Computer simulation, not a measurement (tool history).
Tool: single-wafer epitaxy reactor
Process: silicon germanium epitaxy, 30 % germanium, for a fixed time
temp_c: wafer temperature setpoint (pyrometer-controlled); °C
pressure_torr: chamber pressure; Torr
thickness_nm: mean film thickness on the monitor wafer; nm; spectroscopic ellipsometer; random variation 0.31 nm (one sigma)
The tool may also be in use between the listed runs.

{"run": 1, "hour": 0.0, "temp_c": 615, "pressure_torr": 24.0, "thickness_nm": 82.169}
{"run": 2, "hour": 7.1, "temp_c": 606, "pressure_torr": 24.0, "thickness_nm": 69.962}
{"run": 3, "hour": 13.3, "temp_c": 601, "pressure_torr": 24.0, "thickness_nm": 63.468}
{"run": 4, "hour": 15.7, "temp_c": 610, "pressure_torr": 24.0, "thickness_nm": 75.045}
{"run": 5, "hour": 24.1, "temp_c": 604, "pressure_torr": 24.0, "thickness_nm": 67.002}
{"run": 6, "hour": 27.4, "temp_c": 611, "pressure_torr": 24.2, "thickness_nm": 76.566}
{"run": 7, "hour": 36.0, "temp_c": 616, "pressure_torr": 24.4, "thickness_nm": 84.143}
{"run": 8, "hour": 44.3, "temp_c": 616, "pressure_torr": 24.4, "thickness_nm": 84.097}
{"run": 9, "hour": 49.6, "temp_c": 620, "pressure_torr": 24.6, "thickness_nm": 90.626}
{"run": 10, "hour": 50.7, "temp_c": 624, "pressure_torr": 24.7, "thickness_nm": 97.997}
{"run": 11, "hour": 57.7, "temp_c": 627, "pressure_torr": 24.8, "thickness_nm": 102.6}
{"run": 12, "hour": 66.4, "temp_c": 629, "pressure_torr": 25.0, "thickness_nm": 107.6}
{"run": 13, "hour": 68.4, "temp_c": 631, "pressure_torr": 25.1, "thickness_nm": 110.7}
{"run": 14, "hour": 74.4, "temp_c": 633, "pressure_torr": 25.2, "thickness_nm": 115.0}

Forecast run 15:
{"run": 15, "hour": 75.0, "temp_c": 634, "pressure_torr": 25.2, "thickness_nm": "?"}

Run 15 gave thickness_nm 117.160 nm.

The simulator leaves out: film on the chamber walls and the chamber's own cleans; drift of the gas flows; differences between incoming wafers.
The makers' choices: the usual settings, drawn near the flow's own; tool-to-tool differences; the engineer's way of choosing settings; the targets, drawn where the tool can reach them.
